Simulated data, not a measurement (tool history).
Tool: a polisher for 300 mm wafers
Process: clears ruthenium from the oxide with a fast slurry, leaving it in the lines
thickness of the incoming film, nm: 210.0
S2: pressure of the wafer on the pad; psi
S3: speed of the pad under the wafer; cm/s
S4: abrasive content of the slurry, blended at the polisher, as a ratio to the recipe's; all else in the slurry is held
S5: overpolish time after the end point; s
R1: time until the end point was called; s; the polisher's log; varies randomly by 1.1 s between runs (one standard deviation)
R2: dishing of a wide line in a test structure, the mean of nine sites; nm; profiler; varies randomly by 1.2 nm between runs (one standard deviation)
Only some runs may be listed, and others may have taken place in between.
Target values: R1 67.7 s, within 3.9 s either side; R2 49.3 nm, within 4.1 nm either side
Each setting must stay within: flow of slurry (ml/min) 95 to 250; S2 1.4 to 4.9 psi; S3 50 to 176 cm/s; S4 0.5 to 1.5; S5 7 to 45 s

run 1 day=0 | flow_of_slurry_(ml/min)=160 S2=3.1 S3=112 S4=1 S5=23 | R1=49.163 R2=65.393
run 2 day=0.175 | flow_of_slurry_(ml/min)=160 S2=2.8 S3=112 S4=1 S5=23 | R1=55.506 R2=62.839
run 3 day=0.325 | flow_of_slurry_(ml/min)=160 S2=2.8 S3=112 S4=1.2 S5=23 | R1=49.683 R2=68.504
run 4 day=0.421 | flow_of_slurry_(ml/min)=175 S2=2.8 S3=112 S4=1.2 S5=23 | R1=49.949 R2=70.33
run 5 day=0.483 | flow_of_slurry_(ml/min)=205 S2=2.8 S3=112 S4=1.2 S5=23 | R1=47.266 R2=73.073
-- day=0.662 worn pad replaced by a new one
run 6 day=0.662 | flow_of_slurry_(ml/min)=200 S2=2.5 S3=110 S4=1.2 S5=22 | R1=50.413 R2=64.682
run 7 day=0.988 | flow_of_slurry_(ml/min)=190 S2=2.2 S3=108 S4=1.2 S5=22 | R1=57.735 R2=59.307
run 8 day=1.146 | flow_of_slurry_(ml/min)=185 S2=2.1 S3=108 S4=1.2 S5=21 | R1=59.809 R2=54.272
run 9 day=1.446 | flow_of_slurry_(ml/min)=185 S2=2.1 S3=108 S4=1.2 S5=21 | R1=60.631 R2=54.639
run 10 day=1.817 | flow_of_slurry_(ml/min)=180 S2=2 S3=108 S4=1.2 S5=21 | R1=63.007 R2=50.295
run 11 day=1.862 | flow_of_slurry_(ml/min)=175 S2=2 S3=108 S4=1.2 S5=22 | R1=61.548 R2=55.79

Consider the 4 candidate settings below. Which is the only one whose results all fall within their allowed miss of target?
run A day=1.908 | flow_of_slurry_(ml/min)=180 S2=1.9 S3=128 S4=1.2 S5=15 | R1=? R2=?
run B day=1.908 | flow_of_slurry_(ml/min)=150 S2=2.6 S3=104 S4=1.2 S5=24 | R1=? R2=?
run C day=1.908 | flow_of_slurry_(ml/min)=170 S2=1.7 S3=132 S4=1.25 S5=20 | R1=? R2=?
run D day=1.908 | flow_of_slurry_(ml/min)=175 S2=1.9 S3=102 S4=1.35 S5=21 | R1=? R2=?

move=A R1=57.291 R2=43.562
move=B R1=54.189 R2=68.236
move=C R1=60.888 R2=53.112
move=D R1=68.165 R2=50.251
A: moves the result that the last run missed by most past its target, out the other side
B: moves away from the targets compared with the last run
C: brings the result that was furthest off to its target, and leaves another outside
D: every result within its allowed miss
Move D is the one to make.

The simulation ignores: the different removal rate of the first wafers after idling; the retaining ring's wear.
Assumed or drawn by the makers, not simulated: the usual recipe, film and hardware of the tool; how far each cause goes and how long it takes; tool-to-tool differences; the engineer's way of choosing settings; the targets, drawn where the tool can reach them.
